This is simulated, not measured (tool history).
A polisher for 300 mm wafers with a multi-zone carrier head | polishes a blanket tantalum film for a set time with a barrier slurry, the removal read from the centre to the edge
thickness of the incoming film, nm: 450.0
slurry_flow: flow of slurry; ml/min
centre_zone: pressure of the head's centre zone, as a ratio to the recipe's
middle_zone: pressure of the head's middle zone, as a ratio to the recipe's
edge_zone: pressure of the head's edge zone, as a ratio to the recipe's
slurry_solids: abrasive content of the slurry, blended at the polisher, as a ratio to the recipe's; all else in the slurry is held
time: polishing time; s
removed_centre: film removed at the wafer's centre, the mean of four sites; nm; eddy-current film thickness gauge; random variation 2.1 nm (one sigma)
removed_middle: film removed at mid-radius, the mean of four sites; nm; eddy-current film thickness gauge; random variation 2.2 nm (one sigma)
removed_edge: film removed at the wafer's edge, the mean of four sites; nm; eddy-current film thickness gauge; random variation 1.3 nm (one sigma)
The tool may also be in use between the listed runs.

run  hour  slurry_flow  centre_zone  middle_zone  edge_zone  slurry_solids  time  removed_centre  removed_middle  removed_edge
  1     0          255            1            1          1              1    64          121.94          119.83        128.83
  2   1.3          255            1         0.95          1              1    64           120.2          115.32        128.06
  3   8.6          255            1         0.95       1.06              1    64           119.1          115.99         131.7
  4  17.5          265         1.01            1       1.08            1.1    66          130.29          128.06        143.12
  5  19.8          275         1.01         1.05       1.08            1.2    67          137.48          139.86        148.41
     27.1  -- edge zone pressure recalibrated
  6  27.1          275         1.07         1.05       1.08            1.2    67          146.37          139.16        143.55

Forecast run 7:
  7  28.9          285         1.06         1.08        1.1           1.25    68               ?               ?             ?

removed_centre: 149.39 nm
removed_middle: 150.32 nm
removed_edge: 147.68 nm

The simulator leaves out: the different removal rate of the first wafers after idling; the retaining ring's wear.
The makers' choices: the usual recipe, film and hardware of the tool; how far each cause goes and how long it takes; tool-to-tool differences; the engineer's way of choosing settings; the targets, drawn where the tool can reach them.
